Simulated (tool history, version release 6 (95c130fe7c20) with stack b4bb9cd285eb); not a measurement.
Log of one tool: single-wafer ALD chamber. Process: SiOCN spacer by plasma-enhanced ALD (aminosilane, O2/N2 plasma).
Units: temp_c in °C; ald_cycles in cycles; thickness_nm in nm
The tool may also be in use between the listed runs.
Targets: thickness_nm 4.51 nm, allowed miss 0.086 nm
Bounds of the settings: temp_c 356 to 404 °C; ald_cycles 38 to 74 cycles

run	hour	temp_c	ald_cycles	thickness_nm
1	0	380	56	3.6454
2	5.1	388	56	3.6106
3	7.9	388	51	3.3197
4	12.4	387	57	3.6488
5	21.3	386	62	3.9946
6	29.6	391	62	4.0153
7	36.1	391	64	4.1093
8	43.5	391	66	4.238
9	47.2	391	67	4.2907
10	49.4	391	68	4.389

5 next moves are on the table. One of them brings every result within its allowed miss. Which?
A	51.6	381	70	?
B	51.6	388	68	?
C	51.6	392	65	?
D	51.6	390	66	?
E	51.6	399	64	?

move	thickness_nm
A	4.5009
B	4.3723
C	4.1794
D	4.2437
E	4.1151
A: meets every target
B: further off than the last run
C: further off than the last run
D: further off than the last run
E: further off than the last run
Answer: A
